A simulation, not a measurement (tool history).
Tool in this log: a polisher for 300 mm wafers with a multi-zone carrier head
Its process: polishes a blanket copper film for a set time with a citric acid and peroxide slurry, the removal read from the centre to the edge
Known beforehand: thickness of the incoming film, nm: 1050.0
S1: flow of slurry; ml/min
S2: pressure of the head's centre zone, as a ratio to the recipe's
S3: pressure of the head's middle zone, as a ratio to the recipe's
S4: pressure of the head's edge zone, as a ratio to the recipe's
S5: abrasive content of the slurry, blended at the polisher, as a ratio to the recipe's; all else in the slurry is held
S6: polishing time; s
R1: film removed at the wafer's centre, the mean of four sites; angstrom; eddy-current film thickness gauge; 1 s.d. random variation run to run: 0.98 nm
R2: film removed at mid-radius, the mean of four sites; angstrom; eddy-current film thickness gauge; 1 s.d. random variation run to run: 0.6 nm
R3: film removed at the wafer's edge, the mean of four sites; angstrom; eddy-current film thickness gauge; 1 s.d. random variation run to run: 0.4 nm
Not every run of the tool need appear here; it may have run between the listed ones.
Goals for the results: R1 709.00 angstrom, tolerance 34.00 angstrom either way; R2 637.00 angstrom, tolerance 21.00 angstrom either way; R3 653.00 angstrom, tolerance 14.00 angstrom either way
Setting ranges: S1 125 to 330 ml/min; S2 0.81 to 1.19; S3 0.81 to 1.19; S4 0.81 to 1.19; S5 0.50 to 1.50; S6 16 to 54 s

{"run": 1, "day": 0.0, "S1": 210, "S2": 1.0, "S3": 1.0, "S4": 1.0, "S5": 1.0, "S6": 35, "R1": 942.62, "R2": 927.87, "R3": 926.99}
{"run": 2, "day": 0.362, "S1": 210, "S2": 1.0, "S3": 0.96, "S4": 1.0, "S5": 1.0, "S6": 35, "R1": 940.56, "R2": 887.0, "R3": 920.77}
{"run": 3, "day": 0.617, "S1": 250, "S2": 1.0, "S3": 0.96, "S4": 1.0, "S5": 1.0, "S6": 35, "R1": 955.35, "R2": 881.88, "R3": 939.7}
{"run": 4, "day": 0.738, "S1": 230, "S2": 1.0, "S3": 0.96, "S4": 1.0, "S5": 1.0, "S6": 35, "R1": 939.95, "R2": 892.87, "R3": 933.6}
{"run": 5, "day": 0.912, "S1": 230, "S2": 1.0, "S3": 0.96, "S4": 1.0, "S5": 0.8, "S6": 35, "R1": 932.97, "R2": 859.95, "R3": 900.57}
{"run": 6, "day": 0.971, "S1": 230, "S2": 1.0, "S3": 0.9, "S4": 1.0, "S5": 0.8, "S6": 35, "R1": 917.04, "R2": 816.14, "R3": 895.6}
{"run": 7, "day": 1.175, "S1": 230, "S2": 1.0, "S3": 0.9, "S4": 1.0, "S5": 0.8, "S6": 35, "R1": 894.47, "R2": 814.46, "R3": 896.8}
{"run": 8, "day": 1.446, "S1": 225, "S2": 1.0, "S3": 0.89, "S4": 0.97, "S5": 0.75, "S6": 34, "R1": 876.07, "R2": 769.88, "R3": 842.57}
{"run": 9, "day": 1.508, "S1": 170, "S2": 0.9, "S3": 0.88, "S4": 0.87, "S5": 0.5, "S6": 30, "R1": 622.23, "R2": 617.24, "R3": 645.96}

Which single option among these 4 for the next run brings every result within its allowed miss of target? Just one does.
{"run": "A", "day": 1.571, "S1": 230, "S2": 1.06, "S3": 0.85, "S4": 0.88, "S5": 0.5, "S6": 29, "R1": "?", "R2": "?", "R3": "?"}
{"run": "B", "day": 1.571, "S1": 210, "S2": 1.04, "S3": 0.83, "S4": 0.81, "S5": 0.9, "S6": 27, "R1": "?", "R2": "?", "R3": "?"}
{"run": "C", "day": 1.571, "S1": 140, "S2": 0.82, "S3": 0.91, "S4": 0.87, "S5": 0.6, "S6": 29, "R1": "?", "R2": "?", "R3": "?"}
{"run": "D", "day": 1.571, "S1": 205, "S2": 1.01, "S3": 0.91, "S4": 0.87, "S5": 0.5, "S6": 30, "R1": "?", "R2": "?", "R3": "?"}

move=A R1=733.91 R2=592.05 R3=642.45
move=B R1=737.92 R2=595.88 R3=636.94
move=C R1=551.56 R2=614.09 R3=633.96
move=D R1=714.41 R2=640.88 R3=655.08
A: brings the result that was furthest off to its target, and leaves another outside
B: brings the result that was furthest off to its target, and leaves another outside
C: lands further from the targets than the last run did
D: all results in spec
So the answer is move D, the one that meets all the targets.

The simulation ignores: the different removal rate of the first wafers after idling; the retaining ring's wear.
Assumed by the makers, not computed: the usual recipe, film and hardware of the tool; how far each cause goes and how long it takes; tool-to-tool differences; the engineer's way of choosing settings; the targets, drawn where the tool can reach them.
